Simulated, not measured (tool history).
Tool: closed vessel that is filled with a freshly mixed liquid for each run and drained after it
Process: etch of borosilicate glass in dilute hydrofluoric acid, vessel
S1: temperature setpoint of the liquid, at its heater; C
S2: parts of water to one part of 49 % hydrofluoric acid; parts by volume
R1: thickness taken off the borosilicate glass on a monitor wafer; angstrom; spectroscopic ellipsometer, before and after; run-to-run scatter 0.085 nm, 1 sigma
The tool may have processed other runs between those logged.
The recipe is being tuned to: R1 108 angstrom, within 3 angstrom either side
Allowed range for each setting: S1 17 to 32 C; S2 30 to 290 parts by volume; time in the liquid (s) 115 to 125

Run 1, day 0: S1 24 C, S2 160 parts by volume, time in the liquid (s) 115. Result: R1 123.69 angstrom.
Run 2, day 0.054: S1 23 C, S2 160 parts by volume, time in the liquid (s) 115. Result: R1 118.08 angstrom.
Run 3, day 0.325: S1 22.5 C, S2 160 parts by volume, time in the liquid (s) 115. Result: R1 115.63 angstrom.
Run 4, day 0.467: S1 19 C, S2 160 parts by volume, time in the liquid (s) 115. Result: R1 101.54 angstrom.
Run 5, day 0.708: S1 19 C, S2 160 parts by volume, time in the liquid (s) 115. Result: R1 102.64 angstrom.
Run 6, day 1.017: S1 21.5 C, S2 160 parts by volume, time in the liquid (s) 115. Result: R1 112.89 angstrom.
At day 1.071: hydrofluoric acid flow meter replaced.
Run 7, day 1.071: S1 21 C, S2 160 parts by volume, time in the liquid (s) 115. Result: R1 121.78 angstrom.
Run 8, day 1.112: S1 20 C, S2 160 parts by volume, time in the liquid (s) 115. Result: R1 116.2 angstrom.
Run 9, day 1.225: S1 19.5 C, S2 160 parts by volume, time in the liquid (s) 115. Result: R1 116 angstrom.

Exercise: of the 4 proposed moves below, exactly one satisfies all targets within the stated allowed misses. Which move is it?
Run A, day 1.338: S1 20 C, S2 180 parts by volume, time in the liquid (s) 115. Result: R1 ?.
Run B, day 1.338: S1 19.5 C, S2 155 parts by volume, time in the liquid (s) 125. Result: R1 ?.
Run C, day 1.338: S1 19 C, S2 175 parts by volume, time in the liquid (s) 115. Result: R1 ?.
Run D, day 1.338: S1 17 C, S2 155 parts by volume, time in the liquid (s) 115. Result: R1 ?.

move      R1
   A  100.62
   B  127.72
   C  99.998
   D  106.22
A: takes the biggest miss from the last run beyond its target
B: its largest miss is bigger than the last run's
C: takes the biggest miss from the last run beyond its target
D: all results land within tolerance of their targets
D meets every target.
